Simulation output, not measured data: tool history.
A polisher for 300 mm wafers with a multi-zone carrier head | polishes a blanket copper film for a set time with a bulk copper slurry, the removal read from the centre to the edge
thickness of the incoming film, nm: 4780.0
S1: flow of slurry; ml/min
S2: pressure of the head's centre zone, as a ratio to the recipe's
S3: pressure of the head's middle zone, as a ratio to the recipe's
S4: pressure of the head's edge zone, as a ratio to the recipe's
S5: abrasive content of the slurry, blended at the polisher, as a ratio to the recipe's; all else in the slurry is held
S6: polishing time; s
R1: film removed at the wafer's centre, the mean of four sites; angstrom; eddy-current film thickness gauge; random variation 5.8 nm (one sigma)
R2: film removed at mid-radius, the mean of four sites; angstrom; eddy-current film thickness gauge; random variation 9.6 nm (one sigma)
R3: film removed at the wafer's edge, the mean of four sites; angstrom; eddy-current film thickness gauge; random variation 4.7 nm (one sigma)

run	day	S1	S2	S3	S4	S5	S6	R1	R2	R3
1	0	315	1	1	1	1	83	6663	6789.1	6718.7
2	0.2	315	1	1	0.96	1	83	6713	6552	6493.7
3	0.379	315	1.04	1	0.96	1	83	7011.5	6758.3	6500.4
4	0.442	260	1.04	1	0.96	1	83	6784.5	6549.7	6395.8
5	0.512	280	1.05	0.99	0.98	1	83	6861.8	6531.4	6459.4
6	0.671	280	1.05	0.99	0.98	1	73	5994.1	5879.2	5708.8
7	0.962	295	1.07	0.98	1	1.05	74	6329.1	5754.1	5964
8	1.292	295	1.07	0.98	1	1.05	74	6277	5810	5929.1
9	1.629	310	1.09	1	1.02	1.1	74	6611.4	6206.6	6119.3

Run 10 comes next. What will it give?
10	1.871	365	1.17	0.94	1.12	1.35	77	?	?	?

{"run 10": {"R1": 7698.3, "R2": 6206.4, "R3": 6922.2}}

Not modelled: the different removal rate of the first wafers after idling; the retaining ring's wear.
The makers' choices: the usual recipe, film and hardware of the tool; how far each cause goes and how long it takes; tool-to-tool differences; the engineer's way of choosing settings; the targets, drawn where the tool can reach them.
